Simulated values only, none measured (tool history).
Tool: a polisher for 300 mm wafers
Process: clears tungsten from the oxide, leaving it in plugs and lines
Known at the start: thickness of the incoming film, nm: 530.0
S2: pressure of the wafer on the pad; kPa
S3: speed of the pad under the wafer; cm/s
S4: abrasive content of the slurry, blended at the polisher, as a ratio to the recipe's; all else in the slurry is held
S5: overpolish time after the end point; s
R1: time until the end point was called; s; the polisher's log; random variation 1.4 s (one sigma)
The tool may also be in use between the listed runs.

run 1 hour=0 | flow_of_slurry_(ml/min)=130 S2=30.3 S3=96 S4=1 S5=5 | R1=114.41
run 2 hour=4 | flow_of_slurry_(ml/min)=130 S2=31 S3=96 S4=1 S5=5 | R1=114.96
run 3 hour=8.3 | flow_of_slurry_(ml/min)=130 S2=32.4 S3=96 S4=1 S5=5 | R1=106.83
run 4 hour=10.1 | flow_of_slurry_(ml/min)=130 S2=33.1 S3=96 S4=1 S5=5 | R1=102.33
run 5 hour=18.3 | flow_of_slurry_(ml/min)=130 S2=33.8 S3=96 S4=1 S5=5 | R1=101.27
run 6 hour=23.3 | flow_of_slurry_(ml/min)=130 S2=29 S3=96 S4=1 S5=5 | R1=115.19
run 7 hour=30.1 | flow_of_slurry_(ml/min)=130 S2=30.3 S3=96 S4=1 S5=5 | R1=110.86

The next listed run, before its measurement:
run 8 hour=34.5 | flow_of_slurry_(ml/min)=135 S2=38.6 S3=100 S4=1 S5=5 | R1=?

{"run 8": {"R1": 89.065}}

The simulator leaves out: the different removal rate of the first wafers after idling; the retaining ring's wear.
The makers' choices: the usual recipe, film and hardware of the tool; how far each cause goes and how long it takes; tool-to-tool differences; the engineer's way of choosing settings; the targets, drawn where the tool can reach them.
